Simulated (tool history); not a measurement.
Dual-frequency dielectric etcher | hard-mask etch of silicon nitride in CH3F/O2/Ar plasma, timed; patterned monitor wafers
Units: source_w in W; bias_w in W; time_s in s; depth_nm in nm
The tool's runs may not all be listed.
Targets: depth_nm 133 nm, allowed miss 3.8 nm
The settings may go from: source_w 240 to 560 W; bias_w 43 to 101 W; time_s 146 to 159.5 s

run,hour,source_w,bias_w,time_s,depth_nm
1,0,400,72,159.5,106.59
2,5.4,440,77,159.5,114.95
3,6.7,370,77,159.5,104.85
4,9.5,370,77,159.5,105.17
5,13.2,370,77,159.5,104.58
6,19.4,370,77,146,96.427
7,21.7,410,81,148,104.34
8,28,440,84,151,112.41
9,31.1,470,86,152,117.94
10,39.8,490,87,152.5,121.79
11,41.8,500,88,153,124.08
12,49.6,510,89,153.5,125.49

4 next moves are on the table. One of them brings every result within its allowed miss. Which?
A,57.4,550,64,152,?
B,57.4,480,95,154.5,?
C,57.4,540,86,159.5,?
D,57.4,560,78,151,?

move,depth_nm
A,115.43
B,125.69
C,132.72
D,123.63
A: further off than the last run
B: as far off as the last run
C: meets every target
D: further off than the last run
Move C is the one to make.
